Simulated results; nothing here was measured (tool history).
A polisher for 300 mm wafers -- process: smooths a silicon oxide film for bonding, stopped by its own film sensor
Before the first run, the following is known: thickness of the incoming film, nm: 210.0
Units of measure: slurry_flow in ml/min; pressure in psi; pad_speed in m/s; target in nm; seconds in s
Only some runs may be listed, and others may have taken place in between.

run,hour,slurry_flow,pressure,pad_speed,slurry_solids,target,seconds
1,0,205,2.2,1,1,152,71.288
2,7.1,205,2.2,1,1.1,152,68.288
3,14.4,205,2,0.98,1.1,152,75.799
4,20.9,205,1.7,0.98,1.1,152,89.715
5,21.6,205,1.7,0.98,1.1,152,89.704
6,25.5,205,1.6,0.98,1.1,152,96.37
7,30.8,200,1,0.96,1.1,152,151.34

Estimate the outcome of run 8 from the log above:
8,39.4,210,1,0.96,1.1,152,?

{"run 8": {"seconds": 149.69}}

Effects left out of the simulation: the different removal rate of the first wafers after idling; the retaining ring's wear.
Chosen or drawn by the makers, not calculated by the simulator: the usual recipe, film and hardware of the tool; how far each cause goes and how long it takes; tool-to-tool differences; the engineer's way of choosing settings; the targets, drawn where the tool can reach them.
